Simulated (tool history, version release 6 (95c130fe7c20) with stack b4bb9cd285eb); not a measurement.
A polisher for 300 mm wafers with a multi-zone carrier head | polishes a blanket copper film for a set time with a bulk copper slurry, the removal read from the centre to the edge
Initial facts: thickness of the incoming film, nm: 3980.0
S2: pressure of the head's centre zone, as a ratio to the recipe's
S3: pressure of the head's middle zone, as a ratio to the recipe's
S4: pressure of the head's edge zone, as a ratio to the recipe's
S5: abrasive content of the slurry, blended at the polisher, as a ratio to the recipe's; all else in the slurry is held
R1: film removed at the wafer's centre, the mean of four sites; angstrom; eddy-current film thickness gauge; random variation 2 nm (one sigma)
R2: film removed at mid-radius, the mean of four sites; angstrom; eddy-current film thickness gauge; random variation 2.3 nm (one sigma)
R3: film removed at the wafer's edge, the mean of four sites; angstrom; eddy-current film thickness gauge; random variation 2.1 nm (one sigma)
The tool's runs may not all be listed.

run 1 hour=0 | flow_of_slurry_(ml/min)=240 S2=1 S3=1 S4=1 S5=1 polishing_time_(s)=41 | R1=3410.5 R2=3124.3 R3=3301
run 2 hour=2.6 | flow_of_slurry_(ml/min)=240 S2=1 S3=1 S4=1 S5=1 polishing_time_(s)=33 | R1=2719.2 R2=2520.6 R3=2659.3
run 3 hour=8.3 | flow_of_slurry_(ml/min)=240 S2=1 S3=1.04 S4=1 S5=1 polishing_time_(s)=33 | R1=2713.7 R2=2656.5 R3=2661.6
run 4 hour=11.5 | flow_of_slurry_(ml/min)=240 S2=1.01 S3=1.03 S4=0.98 S5=0.95 polishing_time_(s)=32 | R1=2580 R2=2480.6 R3=2536.3
run 5 hour=18 | flow_of_slurry_(ml/min)=240 S2=1.01 S3=1.11 S4=0.98 S5=0.95 polishing_time_(s)=32 | R1=2648.1 R2=2601 R3=2494.7
run 6 hour=20 | flow_of_slurry_(ml/min)=240 S2=1.01 S3=1.11 S4=0.98 S5=0.95 polishing_time_(s)=23 | R1=1882.8 R2=1874 R3=1805.2
run 7 hour=23.1 | flow_of_slurry_(ml/min)=240 S2=1.02 S3=1.1 S4=0.97 S5=0.95 polishing_time_(s)=23 | R1=1928.2 R2=1913.6 R3=1806.4

The next listed run, before its measurement:
run 8 hour=24 | flow_of_slurry_(ml/min)=240 S2=1.03 S3=1.09 S4=0.97 S5=0.95 polishing_time_(s)=23 | R1=? R2=? R3=?

Run 8 came out at R1 1919.5 angstrom, R2 1869.2 angstrom, R3 1812.8 angstrom.

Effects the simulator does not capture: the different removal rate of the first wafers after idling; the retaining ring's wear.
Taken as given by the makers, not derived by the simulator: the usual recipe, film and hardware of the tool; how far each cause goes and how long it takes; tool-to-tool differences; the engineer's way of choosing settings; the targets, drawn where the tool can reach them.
